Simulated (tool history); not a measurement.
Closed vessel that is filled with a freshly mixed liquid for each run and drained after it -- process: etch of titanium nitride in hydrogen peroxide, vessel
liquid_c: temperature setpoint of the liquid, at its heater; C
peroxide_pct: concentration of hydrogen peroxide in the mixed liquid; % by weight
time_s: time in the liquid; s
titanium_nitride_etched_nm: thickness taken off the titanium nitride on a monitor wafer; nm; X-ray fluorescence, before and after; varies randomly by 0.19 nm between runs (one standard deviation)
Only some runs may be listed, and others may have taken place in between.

run 1 hour=0.0 | liquid_c=53.0 peroxide_pct=18.0 time_s=160 | titanium_nitride_etched_nm=13.8210
run 2 hour=2.0 | liquid_c=53.0 peroxide_pct=16.5 time_s=160 | titanium_nitride_etched_nm=13.5440
run 3 hour=9.7 | liquid_c=48.5 peroxide_pct=16.5 time_s=160 | titanium_nitride_etched_nm=9.6865
run 4 hour=10.9 | liquid_c=52.0 peroxide_pct=16.5 time_s=160 | titanium_nitride_etched_nm=12.4300
run 5 hour=18.4 | liquid_c=54.5 peroxide_pct=16.5 time_s=160 | titanium_nitride_etched_nm=15.1080
run 6 hour=22.4 | liquid_c=56.0 peroxide_pct=16.5 time_s=160 | titanium_nitride_etched_nm=16.6240
run 7 hour=24.0 | liquid_c=57.5 peroxide_pct=16.5 time_s=160 | titanium_nitride_etched_nm=18.3740

What will run 8 give?
run 8 hour=25.0 | liquid_c=58.5 peroxide_pct=16.5 time_s=160 | titanium_nitride_etched_nm=?

titanium_nitride_etched_nm: 19.6390 nm
